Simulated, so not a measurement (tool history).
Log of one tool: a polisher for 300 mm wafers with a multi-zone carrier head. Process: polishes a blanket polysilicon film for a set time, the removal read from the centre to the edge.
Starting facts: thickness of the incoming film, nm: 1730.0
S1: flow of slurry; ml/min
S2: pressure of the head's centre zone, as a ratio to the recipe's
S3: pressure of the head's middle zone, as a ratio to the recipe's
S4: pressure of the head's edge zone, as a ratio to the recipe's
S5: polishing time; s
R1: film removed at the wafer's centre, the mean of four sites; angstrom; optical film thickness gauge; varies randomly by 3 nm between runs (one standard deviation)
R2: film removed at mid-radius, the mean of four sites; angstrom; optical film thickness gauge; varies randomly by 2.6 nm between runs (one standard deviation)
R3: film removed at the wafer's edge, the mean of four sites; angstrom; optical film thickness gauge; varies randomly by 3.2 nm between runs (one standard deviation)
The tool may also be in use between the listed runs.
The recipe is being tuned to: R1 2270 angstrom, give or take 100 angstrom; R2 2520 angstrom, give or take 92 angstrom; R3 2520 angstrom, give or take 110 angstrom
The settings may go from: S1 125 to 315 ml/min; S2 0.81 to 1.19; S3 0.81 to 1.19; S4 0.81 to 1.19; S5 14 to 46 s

{"run": 1, "hour": 0.0, "S1": 205, "S2": 1, "S3": 1, "S4": 1, "S5": 30, "R1": 3235.1, "R2": 3190.7, "R3": 3209.5}
{"run": 2, "hour": 4.9, "S1": 225, "S2": 1, "S3": 1, "S4": 1, "S5": 30, "R1": 3304.4, "R2": 3246.9, "R3": 3280.3}
{"run": 3, "hour": 7.5, "S1": 220, "S2": 0.98, "S3": 0.99, "S4": 0.99, "S5": 30, "R1": 3210, "R2": 3290.7, "R3": 3285.6}
{"run": 4, "hour": 8.4, "S1": 220, "S2": 0.98, "S3": 0.99, "S4": 0.99, "S5": 25, "R1": 2632.4, "R2": 2750.2, "R3": 2715.5}
{"run": 5, "hour": 9.9, "S1": 220, "S2": 0.98, "S3": 1.05, "S4": 0.99, "S5": 25, "R1": 2661.9, "R2": 2867.8, "R3": 2717.5}
{"run": 6, "hour": 11.6, "S1": 215, "S2": 0.97, "S3": 1.04, "S4": 0.99, "S5": 25, "R1": 2635, "R2": 2819.1, "R3": 2728.3}
{"run": 7, "hour": 16.1, "S1": 210, "S2": 0.96, "S3": 1.03, "S4": 0.99, "S5": 25, "R1": 2549.1, "R2": 2789, "R3": 2724.9}
{"run": 8, "hour": 24.2, "S1": 205, "S2": 0.96, "S3": 1.03, "S4": 0.99, "S5": 25, "R1": 2512.5, "R2": 2748.7, "R3": 2729.7}
{"run": 9, "hour": 26.9, "S1": 200, "S2": 0.96, "S3": 1.03, "S4": 0.98, "S5": 25, "R1": 2593.9, "R2": 2793.9, "R3": 2615.7}
{"run": 10, "hour": 33.3, "S1": 195, "S2": 0.95, "S3": 1.02, "S4": 0.98, "S5": 25, "R1": 2624.3, "R2": 2704.7, "R3": 2661.9}
{"run": 11, "hour": 40.9, "S1": 195, "S2": 0.94, "S3": 1.02, "S4": 0.98, "S5": 25, "R1": 2558, "R2": 2712.2, "R3": 2619}
{"run": 12, "hour": 45.2, "S1": 195, "S2": 0.93, "S3": 1.02, "S4": 0.98, "S5": 25, "R1": 2563.1, "R2": 2729.9, "R3": 2678.3}
{"run": 13, "hour": 49.4, "S1": 195, "S2": 0.92, "S3": 1.02, "S4": 0.98, "S5": 25, "R1": 2417.5, "R2": 2690.8, "R3": 2688.6}
{"run": 14, "hour": 52.0, "S1": 190, "S2": 0.92, "S3": 1.02, "S4": 0.98, "S5": 25, "R1": 2456.7, "R2": 2700.7, "R3": 2656.3}
{"run": 15, "hour": 57.2, "S1": 185, "S2": 0.92, "S3": 1.02, "S4": 0.98, "S5": 25, "R1": 2453.8, "R2": 2695.6, "R3": 2666.9}

Exactly one of the 4 candidate moves below puts every result within its allowed miss. Which one?
{"run": "A", "hour": 62.4, "S1": 220, "S2": 0.9, "S3": 1.01, "S4": 0.99, "S5": 23, "R1": "?", "R2": "?", "R3": "?"}
{"run": "B", "hour": 62.4, "S1": 170, "S2": 0.81, "S3": 1.07, "S4": 1.03, "S5": 26, "R1": "?", "R2": "?", "R3": "?"}
{"run": "C", "hour": 62.4, "S1": 205, "S2": 0.92, "S3": 1, "S4": 1.05, "S5": 26, "R1": "?", "R2": "?", "R3": "?"}
{"run": "D", "hour": 62.4, "S1": 210, "S2": 0.84, "S3": 0.97, "S4": 0.96, "S5": 27, "R1": "?", "R2": "?", "R3": "?"}

move=A R1=2297.9 R2=2502.9 R3=2540.1
move=B R1=2288 R2=2867.3 R3=2837.3
move=C R1=2618.7 R2=2779.8 R3=2919.3
move=D R1=2530.2 R2=2823.8 R3=2935.3
A: every result lands within tolerance
B: the biggest miss grows against the last run
C: the biggest miss grows against the last run
D: the biggest miss grows against the last run
The right move is A.

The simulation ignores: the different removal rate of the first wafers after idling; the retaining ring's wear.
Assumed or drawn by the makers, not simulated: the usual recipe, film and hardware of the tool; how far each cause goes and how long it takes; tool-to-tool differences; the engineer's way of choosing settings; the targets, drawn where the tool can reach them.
